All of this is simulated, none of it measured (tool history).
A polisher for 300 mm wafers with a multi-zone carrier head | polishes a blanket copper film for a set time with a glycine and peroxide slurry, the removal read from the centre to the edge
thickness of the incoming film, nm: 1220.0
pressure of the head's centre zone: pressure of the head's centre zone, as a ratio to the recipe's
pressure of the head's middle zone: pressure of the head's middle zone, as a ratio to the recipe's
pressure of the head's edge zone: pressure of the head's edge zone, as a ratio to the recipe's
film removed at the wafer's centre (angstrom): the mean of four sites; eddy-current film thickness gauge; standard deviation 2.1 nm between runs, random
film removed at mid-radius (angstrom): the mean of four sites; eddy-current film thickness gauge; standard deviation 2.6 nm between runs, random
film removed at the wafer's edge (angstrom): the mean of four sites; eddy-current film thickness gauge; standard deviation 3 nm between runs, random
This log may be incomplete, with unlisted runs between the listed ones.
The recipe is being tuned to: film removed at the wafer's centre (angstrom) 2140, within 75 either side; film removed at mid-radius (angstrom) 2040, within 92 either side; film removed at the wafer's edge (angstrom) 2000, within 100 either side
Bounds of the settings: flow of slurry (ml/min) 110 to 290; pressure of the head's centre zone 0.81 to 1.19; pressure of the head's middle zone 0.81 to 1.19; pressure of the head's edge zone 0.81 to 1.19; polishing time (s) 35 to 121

run,day,flow of slurry (ml/min),pressure of the head's centre zone,pressure of the head's middle zone,pressure of the head's edge zone,polishing time (s),film removed at the wafer's centre (angstrom),film removed at mid-radius (angstrom),film removed at the wafer's edge (angstrom)
1,0,185,1,1,1,78,2943.5,2802.1,2720.5
2,0.158,185,1,0.96,1,78,2978.1,2792.2,2719.2
3,0.333,185,1,1.01,1,78,2926.2,2837.3,2770.7
4,0.425,185,1,1.01,1.06,78,2961.7,2902.6,2866.7
5,0.779,175,0.97,0.97,1.01,74,2701,2627,2603
6,0.904,170,0.95,0.95,0.97,71,2496.6,2444.3,2436.2
7,1.138,170,0.95,0.94,0.93,69,2480.4,2431.2,2385.7
8,1.321,170,0.95,0.93,0.91,66,2323.1,2312.3,2260.5
9,1.579,165,0.96,0.92,0.89,64,2268.8,2179.3,2141
10,1.925,155,0.96,0.92,0.88,64,2284.8,2154.5,2113
11,2.038,150,0.95,0.92,0.87,64,2230.3,2199,2111.5

Which single option among these 4 for the next run brings every result within its allowed miss of target? Just one does.
A,2.15,115,0.89,1.14,0.81,67,?,?,?
B,2.15,115,1.08,1.05,0.81,58,?,?,?
C,2.15,115,0.95,0.92,0.86,63,?,?,?
D,2.15,135,1.06,1.19,0.81,61,?,?,?

move,film removed at the wafer's centre (angstrom),film removed at mid-radius (angstrom),film removed at the wafer's edge (angstrom)
A,2135.8,2497.9,2095.7
B,2246,2055.4,1815.7
C,2142.6,2069.5,2026.3
D,2366.8,2375.3,1931.6
A: further off than the last run
B: meets the target for the result that was furthest off, but another lies outside its allowed miss
C: every result within its allowed miss
D: further off than the last run
The move that meets every target is C.

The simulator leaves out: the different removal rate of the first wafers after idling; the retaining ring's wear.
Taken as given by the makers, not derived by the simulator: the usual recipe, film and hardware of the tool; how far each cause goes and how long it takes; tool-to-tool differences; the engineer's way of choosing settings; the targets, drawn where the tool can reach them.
